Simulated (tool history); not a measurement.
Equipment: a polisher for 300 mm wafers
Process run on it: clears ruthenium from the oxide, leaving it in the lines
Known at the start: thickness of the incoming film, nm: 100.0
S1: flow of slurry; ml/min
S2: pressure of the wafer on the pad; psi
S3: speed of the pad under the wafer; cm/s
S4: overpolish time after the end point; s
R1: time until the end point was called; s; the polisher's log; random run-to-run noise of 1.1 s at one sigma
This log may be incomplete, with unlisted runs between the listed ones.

| run | hour | S1 | S2 | S3 | S4 | R1 |
|---|---|---|---|---|---|---|
| 1 | 0 | 135 | 2.5 | 106 | 16 | 69.245 |
| 2 | 5.2 | 160 | 2.5 | 106 | 16 | 66.078 |
| 3 | 8 | 150 | 2.2 | 106 | 16 | 76.55 |
| 4 | 16.8 | 145 | 2 | 106 | 16 | 82.524 |
| 5 | 20.9 | 145 | 2 | 128 | 16 | 68.552 |
| 6 | 27.4 | 140 | 1.8 | 126 | 16 | 76.566 |

Run 7 is up next; what results do you expect?
| 7 | 28.2 | 135 | 1.6 | 124 | 16 | ? |

{"run 7": {"R1": 83.488}}
